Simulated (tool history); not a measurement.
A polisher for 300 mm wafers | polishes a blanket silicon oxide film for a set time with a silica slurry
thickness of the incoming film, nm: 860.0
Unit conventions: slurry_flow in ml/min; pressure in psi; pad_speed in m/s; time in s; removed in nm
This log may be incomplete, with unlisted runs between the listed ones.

run	hour	slurry_flow	pressure	pad_speed	slurry_solids	time	removed
1	0	275	4.4	1.1	1	70	163.11
2	6.9	275	4.8	1.1	1	70	173.42
3	15	275	4.8	1.1	1	74	185.94
4	16.4	275	4.8	0.98	1	74	169.68
5	24.8	275	5.2	1	1	74	186.25
6	26.9	275	5.2	1	1	70	173.2
7	27.8	275	5.2	1	1	70	175.18

Expected results for the next run?
8	32.7	275	5.5	1.02	1	70	?

removed: 185.41 nm
